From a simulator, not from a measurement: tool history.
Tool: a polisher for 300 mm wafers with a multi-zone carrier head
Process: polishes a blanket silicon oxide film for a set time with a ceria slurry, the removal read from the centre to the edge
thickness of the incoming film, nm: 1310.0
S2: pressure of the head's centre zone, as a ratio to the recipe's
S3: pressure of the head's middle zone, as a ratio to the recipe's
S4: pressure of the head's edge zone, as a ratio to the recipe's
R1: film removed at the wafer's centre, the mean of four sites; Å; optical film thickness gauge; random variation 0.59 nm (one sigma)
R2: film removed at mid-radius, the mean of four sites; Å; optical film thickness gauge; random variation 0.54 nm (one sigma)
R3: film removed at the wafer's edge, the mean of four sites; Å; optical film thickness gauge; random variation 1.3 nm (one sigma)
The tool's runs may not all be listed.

run 1 hour=0.0 | flow_of_slurry_(ml/min)=295 S2=1.00 S3=1.00 S4=1.00 polishing_time_(s)=34 | R1=1327.10 R2=1341.70 R3=1355.60
run 2 hour=5.1 | flow_of_slurry_(ml/min)=290 S2=0.98 S3=0.98 S4=0.98 polishing_time_(s)=32 | R1=1221.50 R2=1250.00 R3=1245.80
run 3 hour=6.0 | flow_of_slurry_(ml/min)=285 S2=0.96 S3=0.95 S4=0.98 polishing_time_(s)=31 | R1=1160.80 R2=1177.80 R3=1222.50
run 4 hour=13.7 | flow_of_slurry_(ml/min)=285 S2=0.96 S3=0.95 S4=0.98 polishing_time_(s)=36 | R1=1350.40 R2=1381.90 R3=1385.70
run 5 hour=17.4 | flow_of_slurry_(ml/min)=285 S2=0.90 S3=0.95 S4=0.98 polishing_time_(s)=36 | R1=1263.20 R2=1351.90 R3=1378.60
run 6 hour=21.1 | flow_of_slurry_(ml/min)=350 S2=0.90 S3=0.95 S4=0.98 polishing_time_(s)=36 | R1=1298.80 R2=1391.40 R3=1405.20
run 7 hour=29.4 | flow_of_slurry_(ml/min)=340 S2=0.89 S3=0.93 S4=0.96 polishing_time_(s)=34 | R1=1219.50 R2=1292.90 R3=1355.70
run 8 hour=30.3 | flow_of_slurry_(ml/min)=320 S2=0.90 S3=0.93 S4=0.95 polishing_time_(s)=32 | R1=1134.00 R2=1204.70 R3=1226.40
run 9 hour=37.5 | flow_of_slurry_(ml/min)=305 S2=0.89 S3=0.91 S4=0.94 polishing_time_(s)=31 | R1=1086.90 R2=1146.80 R3=1192.80
run 10 hour=39.5 | flow_of_slurry_(ml/min)=295 S2=0.88 S3=0.90 S4=0.92 polishing_time_(s)=30 | R1=1032.50 R2=1086.00 R3=1132.80
run 11 hour=45.3 | flow_of_slurry_(ml/min)=280 S2=0.87 S3=0.89 S4=0.90 polishing_time_(s)=29 | R1=985.24 R2=1057.50 R3=1100.40
run 12 hour=51.3 | flow_of_slurry_(ml/min)=275 S2=0.87 S3=0.88 S4=0.89 polishing_time_(s)=28 | R1=941.85 R2=1010.90 R3=1039.20
run 13 hour=58.6 | flow_of_slurry_(ml/min)=225 S2=0.86 S3=0.81 S4=0.86 polishing_time_(s)=25 | R1=810.19 R2=811.09 R3=900.64
run 14 hour=63.5 | flow_of_slurry_(ml/min)=230 S2=0.86 S3=0.81 S4=0.86 polishing_time_(s)=25 | R1=817.99 R2=818.73 R3=918.57
run 15 hour=70.2 | flow_of_slurry_(ml/min)=235 S2=0.86 S3=0.81 S4=0.85 polishing_time_(s)=25 | R1=813.67 R2=817.88 R3=892.04
run 16 hour=73.9 | flow_of_slurry_(ml/min)=240 S2=0.86 S3=0.81 S4=0.85 polishing_time_(s)=25 | R1=817.89 R2=826.33 R3=879.58

Run 17 comes next. What will it give?
run 17 hour=80.8 | flow_of_slurry_(ml/min)=245 S2=0.86 S3=0.81 S4=0.85 polishing_time_(s)=25 | R1=? R2=? R3=?

{"run 17": {"R1": 816.98, "R2": 821.05, "R3": 873.11}}
